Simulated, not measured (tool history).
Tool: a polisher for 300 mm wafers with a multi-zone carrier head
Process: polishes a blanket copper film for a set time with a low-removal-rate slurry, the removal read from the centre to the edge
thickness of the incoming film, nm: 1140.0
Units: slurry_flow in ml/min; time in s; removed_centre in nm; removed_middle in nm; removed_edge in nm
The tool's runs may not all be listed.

| run | hour | slurry_flow | centre_zone | middle_zone | edge_zone | slurry_solids | time | removed_centre | removed_middle | removed_edge |
|---|---|---|---|---|---|---|---|---|---|---|
| 1 | 0.0 | 210 | 1.00 | 1.00 | 1.00 | 1.00 | 70 | 179.41 | 182.16 | 178.81 |
| 2 | 3.5 | 225 | 1.00 | 1.03 | 1.05 | 1.10 | 70 | 183.97 | 194.52 | 188.05 |
| 3 | 5.6 | 240 | 1.01 | 1.04 | 1.09 | 1.15 | 70 | 190.14 | 197.64 | 195.00 |
| 4 | 9.9 | 250 | 1.01 | 1.06 | 1.12 | 1.20 | 70 | 194.99 | 202.19 | 199.72 |
| 5 | 11.8 | 250 | 1.01 | 1.06 | 1.12 | 1.20 | 58 | 163.05 | 169.65 | 166.95 |
| 6 | 17.6 | 250 | 1.01 | 1.06 | 1.12 | 1.20 | 42 | 119.11 | 120.45 | 121.07 |
| 7 | 25.3 | 255 | 1.00 | 1.08 | 1.14 | 1.30 | 51 | 144.09 | 153.47 | 150.98 |
| 8 | 29.4 | 255 | 1.00 | 1.09 | 1.15 | 1.35 | 56 | 163.36 | 170.56 | 167.51 |

Forecast run 9:
| 9 | 37.7 | 260 | 0.99 | 1.10 | 1.16 | 1.40 | 59 | ? | ? | ? |

Run 9 gave removed_centre 168.51 nm, removed_middle 183.61 nm, removed_edge 179.36 nm.
